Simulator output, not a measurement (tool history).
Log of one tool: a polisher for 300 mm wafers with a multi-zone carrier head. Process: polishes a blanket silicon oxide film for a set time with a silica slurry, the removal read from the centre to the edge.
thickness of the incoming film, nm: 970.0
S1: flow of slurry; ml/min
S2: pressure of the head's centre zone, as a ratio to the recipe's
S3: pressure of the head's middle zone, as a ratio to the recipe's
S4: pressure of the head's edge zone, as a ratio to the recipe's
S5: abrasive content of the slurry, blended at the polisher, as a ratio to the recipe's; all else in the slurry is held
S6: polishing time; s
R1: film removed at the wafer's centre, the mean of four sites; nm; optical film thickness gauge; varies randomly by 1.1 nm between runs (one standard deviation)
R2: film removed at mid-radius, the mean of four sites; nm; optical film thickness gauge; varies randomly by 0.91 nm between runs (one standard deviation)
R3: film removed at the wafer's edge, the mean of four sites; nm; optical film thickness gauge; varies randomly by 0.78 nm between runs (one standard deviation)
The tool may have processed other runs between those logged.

| run | day | S1 | S2 | S3 | S4 | S5 | S6 | R1 | R2 | R3 |
|---|---|---|---|---|---|---|---|---|---|---|
| 1 | 0 | 210 | 1 | 1 | 1 | 1 | 42 | 121.72 | 120.59 | 118.73 |
| 2 | 0.046 | 210 | 0.94 | 1 | 1 | 1 | 42 | 112.56 | 121.03 | 118.13 |
| 3 | 0.312 | 210 | 0.94 | 1 | 1.05 | 1 | 42 | 111.98 | 121.26 | 120.36 |
| 4 | 0.512 | 210 | 0.86 | 1 | 1.05 | 1 | 42 | 102.88 | 120.99 | 123.28 |
| 5 | 0.858 | 210 | 0.86 | 1 | 1.01 | 1 | 42 | 101.02 | 119.88 | 118.34 |
| 6 | 1.225 | 205 | 0.86 | 1.01 | 0.96 | 0.9 | 42 | 95.165 | 115.24 | 110.78 |

What does the tool deliver on the next run?
| 7 | 1.475 | 205 | 0.91 | 1.06 | 0.86 | 0.65 | 41 | ? | ? | ? |

{"run 7": {"R1": 76.313, "R2": 92.463, "R3": 80.174}}
